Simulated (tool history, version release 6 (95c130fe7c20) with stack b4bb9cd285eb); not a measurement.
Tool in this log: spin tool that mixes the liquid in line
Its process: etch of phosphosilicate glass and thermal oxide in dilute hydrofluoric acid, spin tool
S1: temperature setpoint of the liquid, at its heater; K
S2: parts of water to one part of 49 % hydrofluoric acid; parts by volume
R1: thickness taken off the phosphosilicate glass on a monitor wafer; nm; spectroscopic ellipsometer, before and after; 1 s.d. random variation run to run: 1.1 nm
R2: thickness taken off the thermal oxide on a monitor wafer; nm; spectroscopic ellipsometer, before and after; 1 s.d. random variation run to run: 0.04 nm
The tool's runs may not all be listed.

{"run": 1, "hour": 0.0, "S1": 298.15, "S2": 50, "time under the liquid (s)": 30, "R1": 123.31, "R2": 3.6487}
{"run": 2, "hour": 8.3, "S1": 298.15, "S2": 60, "time under the liquid (s)": 30, "R1": 101.96, "R2": 3.0254}
{"run": 3, "hour": 12.9, "S1": 299.65, "S2": 55, "time under the liquid (s)": 30, "R1": 118.15, "R2": 3.5137}
{"run": 4, "hour": 16.9, "S1": 299.65, "S2": 55, "time under the liquid (s)": 15, "R1": 59.113, "R2": 1.7622}
{"run": 5, "hour": 19.7, "S1": 299.65, "S2": 65, "time under the liquid (s)": 15, "R1": 49.17, "R2": 1.4746}
{"run": 6, "hour": 20.5, "S1": 301.15, "S2": 55, "time under the liquid (s)": 15, "R1": 62.232, "R2": 1.8756}

Run 7, settings as shown, results not yet in. Your forecast:
{"run": 7, "hour": 23.8, "S1": 301.65, "S2": 50, "time under the liquid (s)": 15, "R1": "?", "R2": "?"}

R1: 71.106 nm
R2: 2.107 nm
